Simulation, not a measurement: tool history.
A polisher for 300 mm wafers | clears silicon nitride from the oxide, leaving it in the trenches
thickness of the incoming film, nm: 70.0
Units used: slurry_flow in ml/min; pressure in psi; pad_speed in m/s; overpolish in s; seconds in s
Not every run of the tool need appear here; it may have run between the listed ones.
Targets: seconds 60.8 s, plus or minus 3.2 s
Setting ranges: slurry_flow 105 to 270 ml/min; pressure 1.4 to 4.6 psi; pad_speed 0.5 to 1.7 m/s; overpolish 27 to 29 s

run  hour  slurry_flow  pressure  pad_speed  overpolish  seconds
  1     0          175         3        1.1          27   77.442
  2   7.9          175       3.2        1.1          27   74.116
  3   9.2          175       3.4        1.1          27   69.139
  4  13.1          175       3.5        1.1          27   66.914
  5  19.7          150       3.5        1.1          27   68.183
  6    22          150       3.6        1.1          27   65.347
  7  23.6          150       3.6        1.1          27   65.301
  8  30.1          150       3.7        1.1          27   65.915

Which of these 4 next moves meets every target?
  A  36.6          170       3.7       0.92          29        ?
  B  36.6          205       3.6       1.02          27        ?
  C  36.6          150       3.1       1.16          27        ?
  D  36.6          105       3.8       1.22          27        ?

move  seconds
   A   75.389
   B    68.36
   C   72.918
   D   60.746
A: moves away from the targets compared with the last run
B: moves away from the targets compared with the last run
C: moves away from the targets compared with the last run
D: all results in spec
D meets every target.
